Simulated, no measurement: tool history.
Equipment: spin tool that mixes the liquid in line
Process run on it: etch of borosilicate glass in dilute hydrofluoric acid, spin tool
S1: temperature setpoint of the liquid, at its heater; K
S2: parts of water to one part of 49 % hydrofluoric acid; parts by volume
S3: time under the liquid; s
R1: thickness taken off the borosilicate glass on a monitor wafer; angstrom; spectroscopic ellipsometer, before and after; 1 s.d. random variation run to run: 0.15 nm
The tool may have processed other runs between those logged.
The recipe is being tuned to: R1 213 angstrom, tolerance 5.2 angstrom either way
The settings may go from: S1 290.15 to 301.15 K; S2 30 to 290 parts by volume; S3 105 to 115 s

Run 1, day 0: S1 293.15 K, S2 160 parts by volume, S3 105 s. Result: R1 100.66 angstrom.
Run 2, day 0.021: S1 293.15 K, S2 210 parts by volume, S3 105 s. Result: R1 74.566 angstrom.
Run 3, day 0.075: S1 294.15 K, S2 195 parts by volume, S3 105 s. Result: R1 85.276 angstrom.
Run 4, day 0.25: S1 294.15 K, S2 195 parts by volume, S3 105 s. Result: R1 84.286 angstrom.
Run 5, day 0.279: S1 294.15 K, S2 155 parts by volume, S3 105 s. Result: R1 110.79 angstrom.
Run 6, day 0.438: S1 295.15 K, S2 150 parts by volume, S3 105 s. Result: R1 119.79 angstrom.
Run 7, day 0.804: S1 295.65 K, S2 145 parts by volume, S3 105 s. Result: R1 126.79 angstrom.
Run 8, day 0.825: S1 299.65 K, S2 95 parts by volume, S3 105 s. Result: R1 241.73 angstrom.
Run 9, day 1.058: S1 298.65 K, S2 95 parts by volume, S3 105 s. Result: R1 229.88 angstrom.
Run 10, day 1.138: S1 298.15 K, S2 95 parts by volume, S3 105 s. Result: R1 225.38 angstrom.

Exactly one of the 4 candidate moves below puts every result within its allowed miss. Which one?
Run A, day 1.217: S1 295.15 K, S2 90 parts by volume, S3 105 s. Result: R1 ?.
Run B, day 1.217: S1 299.65 K, S2 95 parts by volume, S3 105 s. Result: R1 ?.
Run C, day 1.217: S1 300.65 K, S2 115 parts by volume, S3 105 s. Result: R1 ?.
Run D, day 1.217: S1 295.65 K, S2 100 parts by volume, S3 110 s. Result: R1 ?.

move      R1
   A  211.33
   B  237.93
   C  198.97
   D  200.92
A: every result within its allowed miss
B: misses by more than the last run did
C: moves the result that the last run missed by most past its target, out the other side
D: moves the result that the last run missed by most past its target, out the other side
Go with A: it meets all targets.
